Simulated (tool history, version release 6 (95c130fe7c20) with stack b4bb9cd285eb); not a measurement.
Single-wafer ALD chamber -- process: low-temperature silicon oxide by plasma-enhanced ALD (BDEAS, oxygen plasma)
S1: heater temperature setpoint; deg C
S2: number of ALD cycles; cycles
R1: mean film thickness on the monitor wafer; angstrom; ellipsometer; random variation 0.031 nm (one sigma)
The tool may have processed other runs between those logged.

| run | hour | S1 | S2 | R1 |
|---|---|---|---|---|
| 1 | 0 | 115 | 56 | 75.17 |
| 2 | 8.3 | 105 | 56 | 76.486 |
| 3 | 10.7 | 107 | 53 | 72.536 |
| 4 | 12.5 | 109 | 50 | 68.423 |
| 5 | 17 | 111 | 48 | 65.339 |
| 6 | 19.9 | 113 | 47 | 63.417 |
| 7 | 24 | 115 | 47 | 63.033 |
| 8 | 27.2 | 117 | 47 | 62.534 |
| 9 | 32.4 | 119 | 47 | 63.313 |
| 10 | 40.1 | 119 | 44 | 58.094 |
| 11 | 41.8 | 117 | 44 | 59.261 |
| 12 | 49.6 | 116 | 44 | 58.784 |

Run 13 has not been measured yet. What should we expect?
| 13 | 53.6 | 115 | 44 | ? |

{"run 13": {"R1": 59.124}}

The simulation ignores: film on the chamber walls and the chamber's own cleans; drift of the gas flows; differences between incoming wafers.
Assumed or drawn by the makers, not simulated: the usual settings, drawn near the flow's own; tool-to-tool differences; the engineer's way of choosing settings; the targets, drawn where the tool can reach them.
